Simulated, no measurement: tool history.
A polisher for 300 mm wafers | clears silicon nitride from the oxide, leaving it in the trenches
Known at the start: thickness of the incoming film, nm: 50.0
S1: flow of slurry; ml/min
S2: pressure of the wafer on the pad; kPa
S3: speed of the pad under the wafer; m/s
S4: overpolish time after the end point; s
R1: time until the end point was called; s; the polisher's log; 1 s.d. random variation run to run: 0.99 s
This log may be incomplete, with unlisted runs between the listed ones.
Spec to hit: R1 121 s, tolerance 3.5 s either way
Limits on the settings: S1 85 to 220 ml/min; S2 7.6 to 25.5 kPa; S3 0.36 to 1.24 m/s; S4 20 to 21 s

{"run": 1, "hour": 0.0, "S1": 140, "S2": 16.5, "S3": 0.8, "S4": 20, "R1": 75.641}
{"run": 2, "hour": 7.4, "S1": 140, "S2": 16.5, "S3": 0.8, "S4": 20, "R1": 75.637}
{"run": 3, "hour": 13.3, "S1": 140, "S2": 14.5, "S3": 0.8, "S4": 20, "R1": 83.83}
{"run": 4, "hour": 15.5, "S1": 135, "S2": 13.1, "S3": 0.8, "S4": 20, "R1": 92.336}
{"run": 5, "hour": 16.9, "S1": 135, "S2": 15.9, "S3": 0.8, "S4": 20, "R1": 77.864}
{"run": 6, "hour": 22.9, "S1": 135, "S2": 15.9, "S3": 0.8, "S4": 20, "R1": 79.724}
{"run": 7, "hour": 29.4, "S1": 125, "S2": 14.5, "S3": 0.8, "S4": 20, "R1": 86.406}
{"run": 8, "hour": 34.4, "S1": 120, "S2": 13.1, "S3": 0.8, "S4": 20, "R1": 94.727}
{"run": 9, "hour": 42.8, "S1": 115, "S2": 12.4, "S3": 0.8, "S4": 20, "R1": 98.47}
{"run": 10, "hour": 46.4, "S1": 110, "S2": 11.7, "S3": 0.8, "S4": 20, "R1": 103.68}
{"run": 11, "hour": 54.1, "S1": 105, "S2": 11, "S3": 0.8, "S4": 20, "R1": 109.56}
{"run": 12, "hour": 58.6, "S1": 105, "S2": 11, "S3": 0.8, "S4": 20, "R1": 110.23}
{"run": 13, "hour": 65.6, "S1": 100, "S2": 11, "S3": 0.8, "S4": 20, "R1": 111.75}
{"run": 14, "hour": 71.6, "S1": 95, "S2": 11, "S3": 0.8, "S4": 20, "R1": 113.13}

Exactly one of the 5 candidate moves below puts every result within its allowed miss. Which one?
{"run": "A", "hour": 77.6, "S1": 95, "S2": 13.1, "S3": 0.74, "S4": 21, "R1": "?"}
{"run": "B", "hour": 77.6, "S1": 95, "S2": 9.7, "S3": 0.98, "S4": 20, "R1": "?"}
{"run": "C", "hour": 77.6, "S1": 115, "S2": 10.3, "S3": 0.9, "S4": 20, "R1": "?"}
{"run": "D", "hour": 77.6, "S1": 85, "S2": 12.4, "S3": 0.82, "S4": 20, "R1": "?"}
{"run": "E", "hour": 77.6, "S1": 105, "S2": 11.7, "S3": 0.7, "S4": 21, "R1": "?"}

move=A R1=107.58
move=B R1=103.47
move=C R1=101.15
move=D R1=105.79
move=E R1=119.38
A: moves away from the targets compared with the last run
B: moves away from the targets compared with the last run
C: moves away from the targets compared with the last run
D: moves away from the targets compared with the last run
E: meets every target
The right move is E.

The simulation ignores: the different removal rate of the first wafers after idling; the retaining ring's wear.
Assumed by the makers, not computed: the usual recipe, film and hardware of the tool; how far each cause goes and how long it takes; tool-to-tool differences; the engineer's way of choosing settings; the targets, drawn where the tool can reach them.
